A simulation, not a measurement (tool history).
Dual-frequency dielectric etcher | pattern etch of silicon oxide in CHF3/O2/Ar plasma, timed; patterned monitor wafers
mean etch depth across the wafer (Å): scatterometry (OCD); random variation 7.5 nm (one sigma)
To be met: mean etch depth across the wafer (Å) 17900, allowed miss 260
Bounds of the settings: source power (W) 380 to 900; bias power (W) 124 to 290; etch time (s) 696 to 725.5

run	day	source power (W)	bias power (W)	etch time (s)	mean etch depth across the wafer (Å)
1	0	640	207	696	16015
2	0.138	670	208	696	16534
3	0.208	690	209	696	16691
4	0.362	690	209	696	16648
5	0.579	710	210	696	16937
6	0.65	710	210	696	16878
7	0.812	730	211	696	17285
8	1.125	740	211	696	17372
9	1.271	750	211	696	17403
10	1.521	760	211	696	17487
11	1.804	770	211	696	17529

Which of these 4 next moves meets every target?
A	2.088	770	203	703	?
B	2.088	770	201	724	?
C	2.088	720	211	696	?
D	2.088	690	208	719	?

move	mean etch depth across the wafer (Å)
A	17426
B	17851
C	17127
D	17247
A: further off than the last run
B: meets every target
C: further off than the last run
D: further off than the last run
Move B is the one to make.
